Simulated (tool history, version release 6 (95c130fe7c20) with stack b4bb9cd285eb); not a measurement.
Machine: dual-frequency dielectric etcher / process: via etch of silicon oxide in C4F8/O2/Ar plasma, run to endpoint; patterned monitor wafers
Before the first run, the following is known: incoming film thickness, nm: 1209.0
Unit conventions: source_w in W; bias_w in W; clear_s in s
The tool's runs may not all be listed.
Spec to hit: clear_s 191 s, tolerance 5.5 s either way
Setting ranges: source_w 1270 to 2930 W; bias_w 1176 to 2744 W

| run | hour | source_w | bias_w | clear_s |
|---|---|---|---|---|
| 1 | 0 | 2100 | 1960 | 215.29 |
| 2 | 5 | 2170 | 1987 | 209.82 |
| 3 | 6.7 | 2170 | 1704 | 214.72 |
| 4 | 9.2 | 2240 | 1724 | 210.48 |
| 5 | 14.8 | 2290 | 1738 | 209.39 |
|  | 17.8 | source power generator calibrated |
| 6 | 17.8 | 2290 | 1862 | 206.2 |
| 7 | 24.7 | 2330 | 1874 | 204.09 |
| 8 | 27.9 | 2330 | 1874 | 205.26 |

Below are 5 possible settings for the next run. Only one of them brings all results inside the allowed miss of their targets. Which is it?
| A | 31.1 | 2350 | 1948 | ? |
| B | 31.1 | 2180 | 1538 | ? |
| C | 31.1 | 2250 | 1975 | ? |
| D | 31.1 | 2820 | 1763 | ? |
| E | 31.1 | 2150 | 2144 | ? |

| move | clear_s |
|---|---|
| A | 203.63 |
| B | 225.11 |
| C | 207.96 |
| D | 188.95 |
| E | 208.98 |
A: gains on the last run, yet a result remains outside its allowed miss
B: misses by more than the last run did
C: misses by more than the last run did
D: each result inside its tolerance
E: misses by more than the last run did
D meets every target.
